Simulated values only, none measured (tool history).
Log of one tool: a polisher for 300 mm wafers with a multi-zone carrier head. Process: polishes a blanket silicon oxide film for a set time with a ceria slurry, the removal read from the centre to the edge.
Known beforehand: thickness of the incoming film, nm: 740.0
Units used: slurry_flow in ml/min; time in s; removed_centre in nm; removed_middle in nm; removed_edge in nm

run	hour	slurry_flow	centre_zone	middle_zone	edge_zone	time	removed_centre	removed_middle	removed_edge
1	0.0	205	1.00	1.00	1.00	35	197.60	195.51	197.72
2	4.9	205	1.00	0.95	1.00	35	199.04	187.78	198.15
3	7.1	195	0.97	0.95	0.97	34	187.18	178.82	189.16
4	13.2	195	1.03	0.95	0.97	34	195.53	179.91	190.54
5	16.5	195	1.09	0.95	0.97	34	205.58	179.82	187.93
6	17.4	195	1.01	0.95	0.97	34	192.51	181.86	190.49
7	18.8	190	0.98	0.96	0.95	32	178.55	171.33	175.53
8	27.8	135	0.88	1.03	0.97	26	127.47	141.10	142.33

Run 9 has not been measured yet. What should we expect?
9	31.8	140	0.88	1.03	0.97	26	?	?	?

Run 9 yielded removed_centre 127.91 nm, removed_middle 142.68 nm, removed_edge 140.85 nm.
